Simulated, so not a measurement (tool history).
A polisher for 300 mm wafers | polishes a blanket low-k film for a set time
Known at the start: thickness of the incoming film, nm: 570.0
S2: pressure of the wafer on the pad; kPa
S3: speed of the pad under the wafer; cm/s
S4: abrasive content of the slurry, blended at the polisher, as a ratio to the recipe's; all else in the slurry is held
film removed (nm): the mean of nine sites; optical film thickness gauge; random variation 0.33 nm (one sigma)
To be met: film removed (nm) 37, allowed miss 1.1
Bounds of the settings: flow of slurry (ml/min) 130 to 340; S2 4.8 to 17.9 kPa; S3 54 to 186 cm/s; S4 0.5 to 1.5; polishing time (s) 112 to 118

run 1 hour=0 | flow_of_slurry_(ml/min)=220 S2=11 S3=118 S4=1 polishing_time_(s)=112 | film_removed_(nm)=40.236
run 2 hour=7.7 | flow_of_slurry_(ml/min)=215 S2=11 S3=118 S4=1 polishing_time_(s)=112 | film_removed_(nm)=39.863
run 3 hour=11.9 | flow_of_slurry_(ml/min)=215 S2=11 S3=140 S4=1 polishing_time_(s)=112 | film_removed_(nm)=44.662
run 4 hour=14.4 | flow_of_slurry_(ml/min)=215 S2=11 S3=140 S4=1 polishing_time_(s)=118 | film_removed_(nm)=47.048
run 5 hour=19 | flow_of_slurry_(ml/min)=210 S2=10.3 S3=140 S4=1 polishing_time_(s)=118 | film_removed_(nm)=44.695
run 6 hour=22.4 | flow_of_slurry_(ml/min)=205 S2=9.7 S3=140 S4=1 polishing_time_(s)=118 | film_removed_(nm)=40.87
-- hour=29.8 slurry nozzle cleaned
run 7 hour=29.8 | flow_of_slurry_(ml/min)=195 S2=9.7 S3=140 S4=1 polishing_time_(s)=118 | film_removed_(nm)=42.476
run 8 hour=36.1 | flow_of_slurry_(ml/min)=200 S2=9 S3=140 S4=1 polishing_time_(s)=118 | film_removed_(nm)=39.861

5 next moves are on the table. One of them brings every result within its allowed miss. Which?
run A hour=42.4 | flow_of_slurry_(ml/min)=205 S2=9 S3=126 S4=1.25 polishing_time_(s)=118 | film_removed_(nm)=?
run B hour=42.4 | flow_of_slurry_(ml/min)=190 S2=8.3 S3=134 S4=1.2 polishing_time_(s)=113 | film_removed_(nm)=?
run C hour=42.4 | flow_of_slurry_(ml/min)=210 S2=9 S3=146 S4=1.1 polishing_time_(s)=118 | film_removed_(nm)=?
run D hour=42.4 | flow_of_slurry_(ml/min)=180 S2=11 S3=126 S4=1.1 polishing_time_(s)=116 | film_removed_(nm)=?
run E hour=42.4 | flow_of_slurry_(ml/min)=230 S2=9.7 S3=124 S4=1.05 polishing_time_(s)=118 | film_removed_(nm)=?

move=A film_removed_(nm)=40.688
move=B film_removed_(nm)=36.491
move=C film_removed_(nm)=42.628
move=D film_removed_(nm)=45.587
move=E film_removed_(nm)=41.041
A: further off than the last run
B: meets every target
C: further off than the last run
D: further off than the last run
E: further off than the last run
Answer: B
